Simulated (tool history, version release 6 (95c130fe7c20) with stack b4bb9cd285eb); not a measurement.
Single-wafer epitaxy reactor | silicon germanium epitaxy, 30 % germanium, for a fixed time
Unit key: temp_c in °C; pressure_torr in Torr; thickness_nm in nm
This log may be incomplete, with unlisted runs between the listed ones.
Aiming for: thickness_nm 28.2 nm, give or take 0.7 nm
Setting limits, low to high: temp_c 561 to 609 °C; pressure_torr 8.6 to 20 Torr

Run 1, hour 0: temp_c 585 °C, pressure_torr 14.3 Torr. Result: thickness_nm 41.343 nm.
Run 2, hour 4.7: temp_c 582 °C, pressure_torr 14.2 Torr. Result: thickness_nm 39.02 nm.
Run 3, hour 10.6: temp_c 582 °C, pressure_torr 15.1 Torr. Result: thickness_nm 39.535 nm.
Run 4, hour 12: temp_c 579 °C, pressure_torr 15 Torr. Result: thickness_nm 36.793 nm.
Run 5, hour 20.9: temp_c 577 °C, pressure_torr 15 Torr. Result: thickness_nm 35.014 nm.
Run 6, hour 24.2: temp_c 576 °C, pressure_torr 15 Torr. Result: thickness_nm 34.098 nm.
Run 7, hour 27.9: temp_c 575 °C, pressure_torr 15 Torr. Result: thickness_nm 33.655 nm.
Run 8, hour 30.9: temp_c 574 °C, pressure_torr 15 Torr. Result: thickness_nm 32.706 nm.
Run 9, hour 35.3: temp_c 573 °C, pressure_torr 15 Torr. Result: thickness_nm 32.319 nm.
Run 10, hour 42.6: temp_c 572 °C, pressure_torr 15 Torr. Result: thickness_nm 31.757 nm.
Run 11, hour 45.6: temp_c 571 °C, pressure_torr 15 Torr. Result: thickness_nm 30.791 nm.
Run 12, hour 50.9: temp_c 570 °C, pressure_torr 15 Torr. Result: thickness_nm 30.083 nm.

Which single option among these 5 for the next run brings every result within its allowed miss of target? Just one does.
Run A, hour 56.2: temp_c 575 °C, pressure_torr 14.8 Torr. Result: thickness_nm ?.
Run B, hour 56.2: temp_c 573 °C, pressure_torr 14.5 Torr. Result: thickness_nm ?.
Run C, hour 56.2: temp_c 573 °C, pressure_torr 15.4 Torr. Result: thickness_nm ?.
Run D, hour 56.2: temp_c 569 °C, pressure_torr 15.5 Torr. Result: thickness_nm ?.
Run E, hour 56.2: temp_c 568 °C, pressure_torr 13.7 Torr. Result: thickness_nm ?.

move  thickness_nm
   A        33.632
   B        32.012
   C        32.486
   D        29.751
   E        28.233
A: moves away from the targets compared with the last run
B: moves away from the targets compared with the last run
C: moves away from the targets compared with the last run
D: moves toward the targets from the last run without getting all of them in spec
E: all results land within tolerance of their targets
Answer: E
